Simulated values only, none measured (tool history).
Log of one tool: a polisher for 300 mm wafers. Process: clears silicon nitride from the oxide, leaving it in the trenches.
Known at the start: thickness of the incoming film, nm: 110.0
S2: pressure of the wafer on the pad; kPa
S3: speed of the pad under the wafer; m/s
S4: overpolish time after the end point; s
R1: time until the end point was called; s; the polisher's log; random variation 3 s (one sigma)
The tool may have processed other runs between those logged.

run 1 hour=0.0 | flow_of_slurry_(ml/min)=165 S2=22.1 S3=1.26 S4=5 | R1=96.306
run 2 hour=2.1 | flow_of_slurry_(ml/min)=165 S2=20.7 S3=1.24 S4=5 | R1=100.810
run 3 hour=5.3 | flow_of_slurry_(ml/min)=135 S2=20.7 S3=1.24 S4=5 | R1=105.060
run 4 hour=7.7 | flow_of_slurry_(ml/min)=135 S2=19.3 S3=1.22 S4=5 | R1=115.030
run 5 hour=8.8 | flow_of_slurry_(ml/min)=105 S2=19.3 S3=1.22 S4=5 | R1=125.850
run 6 hour=12.1 | flow_of_slurry_(ml/min)=100 S2=19.3 S3=1.22 S4=5 | R1=125.530
run 7 hour=17.0 | flow_of_slurry_(ml/min)=100 S2=18.6 S3=1.22 S4=5 | R1=127.520
run 8 hour=25.5 | flow_of_slurry_(ml/min)=100 S2=17.9 S3=1.22 S4=5 | R1=130.340

The next listed run, before its measurement:
run 9 hour=33.4 | flow_of_slurry_(ml/min)=100 S2=17.2 S3=1.22 S4=5 | R1=?

{"run 9": {"R1": 139.31}}
